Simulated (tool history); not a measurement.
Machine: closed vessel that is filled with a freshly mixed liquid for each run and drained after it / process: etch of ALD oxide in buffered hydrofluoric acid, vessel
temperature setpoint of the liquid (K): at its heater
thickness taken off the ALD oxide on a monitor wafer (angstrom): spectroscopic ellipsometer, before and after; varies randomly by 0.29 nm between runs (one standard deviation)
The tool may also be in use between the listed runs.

run  hour  temperature setpoint of the liquid (K)  parts of 40 % ammonium fluoride to one part of 49 % hydrofluoric acid (parts by volume)  time in the liquid (s)  thickness taken off the ALD oxide on a monitor wafer (angstrom)
  1   0.0                                  296.15                                                                                     16.0                      35                                                           439.25
  2   5.3                                  294.65                                                                                     16.5                      35                                                           387.08
  3  14.6                                  294.65                                                                                     14.0                      35                                                           454.33
  4  16.4                                  294.65                                                                                     14.0                      35                                                           462.00
  5  23.6                                  294.65                                                                                     10.0                      35                                                           625.29
  6  32.8                                  294.65                                                                                     10.0                      30                                                           550.16
  7  42.0                                  293.15                                                                                     11.5                      30                                                           443.13
  8  47.2                                  292.15                                                                                     12.5                      30                                                           379.06

For run 9, what comes out?
  9  49.0                                  291.65                                                                                     13.0                      30                                                                ?

Run 9 produced thickness taken off the ALD oxide on a monitor wafer (angstrom) 354.85.
